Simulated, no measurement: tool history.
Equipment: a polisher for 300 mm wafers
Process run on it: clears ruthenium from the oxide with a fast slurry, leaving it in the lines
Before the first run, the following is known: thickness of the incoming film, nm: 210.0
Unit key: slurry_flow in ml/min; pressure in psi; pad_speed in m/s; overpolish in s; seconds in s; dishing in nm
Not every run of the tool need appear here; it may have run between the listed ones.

| run | day | slurry_flow | pressure | pad_speed | slurry_solids | overpolish | seconds | dishing |
|---|---|---|---|---|---|---|---|---|
| 1 | 0 | 250 | 3.2 | 0.84 | 1 | 17 | 48.348 | 51.199 |
| 2 | 0.358 | 250 | 3.4 | 0.84 | 1 | 17 | 45.852 | 53.532 |
| 3 | 0.521 | 250 | 3.4 | 0.84 | 1 | 21 | 44.094 | 63.341 |
| 4 | 0.804 | 220 | 3.4 | 0.84 | 1 | 21 | 47.344 | 63.877 |
| 5 | 1.029 | 220 | 3.4 | 0.94 | 1 | 21 | 41.017 | 68.542 |
| 6 | 1.15 | 220 | 3.4 | 0.94 | 0.9 | 21 | 43.486 | 65.497 |
| 7 | 1.479 | 230 | 3.6 | 0.94 | 0.9 | 21 | 41.435 | 69.354 |
| 8 | 1.775 | 240 | 3.8 | 0.94 | 0.9 | 21 | 39.121 | 75.112 |
| 9 | 1.917 | 250 | 3.9 | 0.94 | 0.9 | 20 | 37.749 | 69.209 |

Run 10, settings as shown, results not yet in. Your forecast:
| 10 | 2.054 | 255 | 4 | 0.94 | 0.9 | 20 | ? | ? |

Run 10 yielded seconds 37.967 s, dishing 71.346 nm.
